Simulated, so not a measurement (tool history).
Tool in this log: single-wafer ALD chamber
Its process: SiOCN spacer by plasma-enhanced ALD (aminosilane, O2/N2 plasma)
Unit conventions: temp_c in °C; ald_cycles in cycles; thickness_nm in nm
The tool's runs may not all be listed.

| run | hour | temp_c | ald_cycles | thickness_nm |
|---|---|---|---|---|
| 1 | 0 | 385 | 94 | 5.3915 |
| 2 | 1.9 | 385 | 96 | 5.4724 |
| 3 | 8.4 | 377 | 96 | 5.4945 |
| 4 | 9.4 | 377 | 84 | 4.822 |
| 5 | 12.8 | 370 | 84 | 4.8054 |
| 6 | 20.9 | 375 | 84 | 4.8137 |
| 7 | 28.2 | 375 | 89 | 5.119 |
| 8 | 31.9 | 375 | 93 | 5.3761 |

The next listed run, before its measurement:
| 9 | 37.6 | 375 | 93 | ? |

Run 9 produced thickness_nm 5.3348 nm.
